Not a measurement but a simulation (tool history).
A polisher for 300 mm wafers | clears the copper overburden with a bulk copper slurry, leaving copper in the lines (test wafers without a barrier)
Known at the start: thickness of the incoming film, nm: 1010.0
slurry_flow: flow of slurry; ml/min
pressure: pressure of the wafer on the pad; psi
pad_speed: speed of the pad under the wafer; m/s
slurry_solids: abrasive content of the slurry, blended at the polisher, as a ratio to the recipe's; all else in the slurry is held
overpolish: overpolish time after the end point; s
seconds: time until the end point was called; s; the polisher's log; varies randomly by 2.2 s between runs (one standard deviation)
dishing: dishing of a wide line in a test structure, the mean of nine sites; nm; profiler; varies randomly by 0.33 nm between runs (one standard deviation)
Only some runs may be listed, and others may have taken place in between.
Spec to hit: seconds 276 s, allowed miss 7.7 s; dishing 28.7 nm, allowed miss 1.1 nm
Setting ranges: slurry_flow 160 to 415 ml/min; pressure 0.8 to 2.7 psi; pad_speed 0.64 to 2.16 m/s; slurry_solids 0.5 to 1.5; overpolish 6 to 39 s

run 1 hour=0 | slurry_flow=265 pressure=1.7 pad_speed=1.4 slurry_solids=1 overpolish=20 | seconds=123.57 dishing=33.949
run 2 hour=3.8 | slurry_flow=265 pressure=1.5 pad_speed=1.34 slurry_solids=1 overpolish=21 | seconds=145.92 dishing=32.778
run 3 hour=12.8 | slurry_flow=265 pressure=1.5 pad_speed=1.58 slurry_solids=1 overpolish=21 | seconds=122.24 dishing=33.563
run 4 hour=20.4 | slurry_flow=265 pressure=1.5 pad_speed=1.9 slurry_solids=1 overpolish=21 | seconds=103.54 dishing=33.572
run 5 hour=22.8 | slurry_flow=265 pressure=1.5 pad_speed=1.9 slurry_solids=1 overpolish=30 | seconds=104.45 dishing=35.017
run 6 hour=24.5 | slurry_flow=260 pressure=1.4 pad_speed=1.74 slurry_solids=1 overpolish=28 | seconds=120.08 dishing=34.29
run 7 hour=25 | slurry_flow=260 pressure=1.3 pad_speed=1.6 slurry_solids=1 overpolish=26 | seconds=139.45 dishing=32.867
run 8 hour=28 | slurry_flow=260 pressure=1.2 pad_speed=1.5 slurry_solids=1 overpolish=26 | seconds=161.04 dishing=32.197
run 9 hour=35.8 | slurry_flow=245 pressure=0.8 pad_speed=1.12 slurry_solids=0.95 overpolish=23 | seconds=324.96 dishing=24.7
run 10 hour=36.3 | slurry_flow=260 pressure=0.8 pad_speed=1.12 slurry_solids=0.95 overpolish=25 | seconds=318.31 dishing=25.682
run 11 hour=38.6 | slurry_flow=275 pressure=0.8 pad_speed=1.12 slurry_solids=0.95 overpolish=26 | seconds=319.06 dishing=25.945
run 12 hour=39.8 | slurry_flow=275 pressure=0.8 pad_speed=1.12 slurry_solids=0.95 overpolish=26 | seconds=313.05 dishing=25.684
run 13 hour=40.3 | slurry_flow=290 pressure=1.1 pad_speed=1.1 slurry_solids=0.95 overpolish=36 | seconds=237.23 dishing=31.851
run 14 hour=41.8 | slurry_flow=285 pressure=1.1 pad_speed=1.1 slurry_solids=0.95 overpolish=35 | seconds=239.1 dishing=31.794
run 15 hour=45.5 | slurry_flow=270 pressure=0.8 pad_speed=1.1 slurry_solids=0.95 overpolish=25 | seconds=320.99 dishing=25.568
run 16 hour=46.7 | slurry_flow=275 pressure=0.8 pad_speed=1.1 slurry_solids=0.95 overpolish=26 | seconds=325.54 dishing=25.435
run 17 hour=47.2 | slurry_flow=275 pressure=0.8 pad_speed=1.1 slurry_solids=0.95 overpolish=27 | seconds=321.89 dishing=25.845
run 18 hour=52.1 | slurry_flow=275 pressure=0.8 pad_speed=1.1 slurry_solids=0.95 overpolish=27 | seconds=323.43 dishing=25.622
run 19 hour=58 | slurry_flow=275 pressure=0.8 pad_speed=1.1 slurry_solids=0.95 overpolish=28 | seconds=321.11 dishing=26.576
run 20 hour=60.6 | slurry_flow=275 pressure=0.9 pad_speed=1.1 slurry_solids=0.95 overpolish=29 | seconds=288.77 dishing=28.148

Which one of the following 5 next-run settings gets every result inside its allowed miss? There is exactly one.
run A hour=63.2 | slurry_flow=290 pressure=1.3 pad_speed=0.7 slurry_solids=1.05 overpolish=39 | seconds=? dishing=?
run B hour=63.2 | slurry_flow=265 pressure=0.8 pad_speed=1.38 slurry_solids=0.85 overpolish=23 | seconds=? dishing=?
run C hour=63.2 | slurry_flow=280 pressure=1 pad_speed=0.94 slurry_solids=0.95 overpolish=28 | seconds=? dishing=?
run D hour=63.2 | slurry_flow=305 pressure=1.1 pad_speed=0.9 slurry_solids=0.8 overpolish=24 | seconds=? dishing=?
run E hour=63.2 | slurry_flow=265 pressure=1.1 pad_speed=1.06 slurry_solids=0.7 overpolish=27 | seconds=? dishing=?

move=A seconds=305.15 dishing=31.664
move=B seconds=271.91 dishing=26.37
move=C seconds=306.31 dishing=27.936
move=D seconds=306.82 dishing=26.767
move=E seconds=279.36 dishing=28.805
A: misses by more than the last run did
B: puts the biggest miss on target and leaves a different result outside tolerance
C: misses by more than the last run did
D: misses by more than the last run did
E: all results land within tolerance of their targets
E meets every target.
